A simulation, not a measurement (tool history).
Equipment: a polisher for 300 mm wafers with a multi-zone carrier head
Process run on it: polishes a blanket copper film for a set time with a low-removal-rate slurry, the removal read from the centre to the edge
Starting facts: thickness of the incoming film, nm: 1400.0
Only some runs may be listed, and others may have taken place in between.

| run | day | flow of slurry (ml/min) | pressure of the head's centre zone | pressure of the head's middle zone | pressure of the head's edge zone | abrasive content of the slurry | polishing time (s) | film removed at the wafer's centre (nm) | film removed at mid-radius (nm) | film removed at the wafer's edge (nm) |
|---|---|---|---|---|---|---|---|---|---|---|
| 1 | 0.000 | 240 | 1.00 | 1.00 | 1.00 | 1.00 | 52 | 114.510 | 113.590 | 112.660 |
| 2 | 0.071 | 240 | 0.97 | 1.00 | 1.00 | 1.00 | 52 | 111.590 | 112.890 | 112.320 |
| 3 | 0.417 | 260 | 1.01 | 1.05 | 1.02 | 1.15 | 53 | 125.600 | 125.890 | 119.460 |
| 4 | 0.742 | 260 | 1.01 | 0.98 | 1.02 | 1.15 | 53 | 122.660 | 118.420 | 120.710 |
| 5 | 1.033 | 260 | 1.01 | 0.98 | 1.02 | 1.15 | 42 | 97.576 | 93.200 | 95.187 |
| 6 | 1.250 | 290 | 1.01 | 0.98 | 1.02 | 1.15 | 42 | 99.899 | 94.318 | 96.817 |

Forecast run 7:
| 7 | 1.342 | 290 | 1.02 | 1.03 | 1.03 | 1.25 | 46 | ? | ? | ? |

{"run 7": {"film removed at the wafer's centre (nm)": 113.85, "film removed at mid-radius (nm)": 109.5, "film removed at the wafer's edge (nm)": 107.79}}

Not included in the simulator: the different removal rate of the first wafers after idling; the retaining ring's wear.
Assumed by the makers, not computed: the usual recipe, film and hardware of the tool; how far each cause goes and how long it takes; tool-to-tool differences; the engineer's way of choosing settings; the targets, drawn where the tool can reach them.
